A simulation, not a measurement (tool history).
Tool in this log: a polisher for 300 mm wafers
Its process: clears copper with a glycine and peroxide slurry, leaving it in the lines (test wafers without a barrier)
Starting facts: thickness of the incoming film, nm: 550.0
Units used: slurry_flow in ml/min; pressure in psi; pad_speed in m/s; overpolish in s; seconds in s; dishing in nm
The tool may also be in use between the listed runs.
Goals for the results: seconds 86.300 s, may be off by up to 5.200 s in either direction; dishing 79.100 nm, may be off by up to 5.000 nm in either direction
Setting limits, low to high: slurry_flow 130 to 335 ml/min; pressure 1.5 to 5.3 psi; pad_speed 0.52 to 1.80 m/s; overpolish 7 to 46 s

run 1 hour=0.0 | slurry_flow=215 pressure=3.4 pad_speed=1.16 overpolish=24 | seconds=64.708 dishing=77.906
run 2 hour=1.2 | slurry_flow=180 pressure=3.4 pad_speed=1.16 overpolish=24 | seconds=69.855 dishing=76.212
run 3 hour=4.2 | slurry_flow=175 pressure=3.3 pad_speed=1.14 overpolish=26 | seconds=72.015 dishing=74.810
run 4 hour=11.3 | slurry_flow=175 pressure=3.3 pad_speed=1.14 overpolish=22 | seconds=70.963 dishing=72.613
run 5 hour=18.0 | slurry_flow=220 pressure=3.3 pad_speed=1.14 overpolish=22 | seconds=68.452 dishing=73.259
run 6 hour=25.0 | slurry_flow=220 pressure=3.3 pad_speed=0.90 overpolish=22 | seconds=82.504 dishing=67.757
run 7 hour=33.8 | slurry_flow=220 pressure=3.3 pad_speed=0.90 overpolish=25 | seconds=85.871 dishing=73.021
run 8 hour=38.2 | slurry_flow=220 pressure=3.3 pad_speed=0.90 overpolish=25 | seconds=81.380 dishing=68.596

Which one of the following 4 next-run settings gets every result inside its allowed miss? There is exactly one.
run A hour=42.6 | slurry_flow=195 pressure=3.6 pad_speed=0.90 overpolish=46 | seconds=? dishing=?
run B hour=42.6 | slurry_flow=240 pressure=4.2 pad_speed=0.66 overpolish=32 | seconds=? dishing=?
run C hour=42.6 | slurry_flow=230 pressure=4.0 pad_speed=0.84 overpolish=35 | seconds=? dishing=?
run D hour=42.6 | slurry_flow=220 pressure=2.6 pad_speed=0.96 overpolish=37 | seconds=? dishing=?

move=A seconds=81.836 dishing=93.260
move=B seconds=90.621 dishing=82.012
move=C seconds=77.547 dishing=88.370
move=D seconds=99.815 dishing=80.364
A: the result that was furthest off in the last run now lies on the other side of its target
B: every result lands within tolerance
C: the result that was furthest off in the last run now lies on the other side of its target
D: gets the furthest-off result to its target, but another result is out of tolerance
Answer: B

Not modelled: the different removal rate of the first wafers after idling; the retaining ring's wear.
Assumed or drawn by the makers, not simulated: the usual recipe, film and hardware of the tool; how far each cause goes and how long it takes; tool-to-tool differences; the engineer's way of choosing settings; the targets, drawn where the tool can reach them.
